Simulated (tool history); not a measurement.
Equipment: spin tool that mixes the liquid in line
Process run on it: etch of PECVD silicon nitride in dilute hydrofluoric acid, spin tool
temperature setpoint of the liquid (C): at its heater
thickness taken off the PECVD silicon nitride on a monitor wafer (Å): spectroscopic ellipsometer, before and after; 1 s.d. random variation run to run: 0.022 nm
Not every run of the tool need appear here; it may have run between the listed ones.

| run | hour | temperature setpoint of the liquid (C) | parts of water to one part of 49 % hydrofluoric acid (parts by volume) | time under the liquid (s) | thickness taken off the PECVD silicon nitride on a monitor wafer (Å) |
|---|---|---|---|---|---|
| 1 | 0 | 24 | 175 | 320 | 58.391 |
| 2 | 5.5 | 23 | 180 | 320 | 53.037 |
| 3 | 13.5 | 21 | 180 | 320 | 46.298 |
| 4 | 17.9 | 20.5 | 180 | 320 | 45.619 |
| 5 | 18.9 | 20.5 | 180 | 320 | 45.211 |
| 6 | 19.5 | 20 | 185 | 320 | 42.246 |
| 7 | 20.3 | 19.5 | 185 | 320 | 41.062 |
| 8 | 23.6 | 19 | 185 | 320 | 39.447 |
| 9 | 26 | 19 | 185 | 320 | 40.054 |

Run 10 has not been measured yet. What should we expect?
| 10 | 31.5 | 18.5 | 185 | 320 | ? |

Run 10 measured thickness taken off the PECVD silicon nitride on a monitor wafer (Å) 38.463.

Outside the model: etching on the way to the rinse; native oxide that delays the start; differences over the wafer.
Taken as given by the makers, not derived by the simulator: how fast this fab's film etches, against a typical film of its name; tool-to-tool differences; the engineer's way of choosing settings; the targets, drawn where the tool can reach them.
